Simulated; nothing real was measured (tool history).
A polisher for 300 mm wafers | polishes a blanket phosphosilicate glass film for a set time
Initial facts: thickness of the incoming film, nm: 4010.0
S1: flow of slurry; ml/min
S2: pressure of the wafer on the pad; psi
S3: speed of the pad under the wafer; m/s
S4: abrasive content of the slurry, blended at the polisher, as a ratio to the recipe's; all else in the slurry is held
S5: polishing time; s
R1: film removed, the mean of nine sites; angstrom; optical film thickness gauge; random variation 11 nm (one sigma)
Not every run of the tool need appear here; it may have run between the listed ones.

Run 1, hour 0: S1 170 ml/min, S2 3.4 psi, S3 0.86 m/s, S4 1, S5 58 s. Result: R1 5634.1 angstrom.
Run 2, hour 2.4: S1 170 ml/min, S2 3.4 psi, S3 0.86 m/s, S4 0.85, S5 58 s. Result: R1 5288.6 angstrom.
Run 3, hour 10.9: S1 170 ml/min, S2 3.4 psi, S3 0.86 m/s, S4 0.85, S5 53 s. Result: R1 4874.2 angstrom.
Run 4, hour 17.2: S1 170 ml/min, S2 3.4 psi, S3 0.86 m/s, S4 0.85, S5 53 s. Result: R1 4781.9 angstrom.
Run 5, hour 25.3: S1 170 ml/min, S2 3.9 psi, S3 0.9 m/s, S4 0.85, S5 53 s. Result: R1 5745.4 angstrom.
Run 6, hour 29.6: S1 170 ml/min, S2 4.2 psi, S3 0.94 m/s, S4 0.85, S5 53 s. Result: R1 6424.7 angstrom.
Run 7, hour 37.3: S1 180 ml/min, S2 5.2 psi, S3 1.06 m/s, S4 0.85, S5 53 s. Result: R1 8644.6 angstrom.
Run 8, hour 45.3: S1 180 ml/min, S2 5.2 psi, S3 1.08 m/s, S4 0.85, S5 53 s. Result: R1 9138.2 angstrom.

Run 9, settings as shown, results not yet in. Your forecast:
Run 9, hour 52.7: S1 180 ml/min, S2 5.3 psi, S3 1.1 m/s, S4 0.85, S5 53 s. Result: R1 ?.

R1: 9083.9 angstrom
